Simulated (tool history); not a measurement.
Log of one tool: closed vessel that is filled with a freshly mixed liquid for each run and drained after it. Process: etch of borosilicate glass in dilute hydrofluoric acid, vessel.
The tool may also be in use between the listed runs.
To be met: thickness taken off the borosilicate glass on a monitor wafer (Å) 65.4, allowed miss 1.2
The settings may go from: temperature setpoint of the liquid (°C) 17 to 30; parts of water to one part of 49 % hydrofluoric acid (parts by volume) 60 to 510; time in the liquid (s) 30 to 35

run  hour  temperature setpoint of the liquid (°C)  parts of water to one part of 49 % hydrofluoric acid (parts by volume)  time in the liquid (s)  thickness taken off the borosilicate glass on a monitor wafer (Å)
  1     0                                       22                                                                     285                      35                                                             34.904
  2   2.4                                       24                                                                     265                      35                                                             41.116
  3  10.7                                       24                                                                     220                      35                                                             51.828
  4  18.1                                     25.5                                                                     220                      35                                                             54.853
  5    27                                     25.5                                                                     220                      35                                                             54.986
  6  28.6                                     28.5                                                                     220                      35                                                              60.54
  7  29.5                                       29                                                                     220                      35                                                             62.019
  8  36.9                                     29.5                                                                     220                      35                                                               63.3

Which of these 4 next moves meets every target?
  A  44.3                                     29.5                                                                     195                      30                                                                  ?
  B  44.3                                       30                                                                     210                      35                                                                  ?
  C  44.3                                     29.5                                                                     190                      30                                                                  ?
  D  44.3                                     29.5                                                                     200                      30                                                                  ?

move  thickness taken off the borosilicate glass on a monitor wafer (Å)
   A                                                             62.635
   B                                                             67.789
   C                                                             64.678
   D                                                             60.698
A: further off than the last run
B: takes the result that was furthest off past its target
C: meets every target
D: further off than the last run
Answer: C

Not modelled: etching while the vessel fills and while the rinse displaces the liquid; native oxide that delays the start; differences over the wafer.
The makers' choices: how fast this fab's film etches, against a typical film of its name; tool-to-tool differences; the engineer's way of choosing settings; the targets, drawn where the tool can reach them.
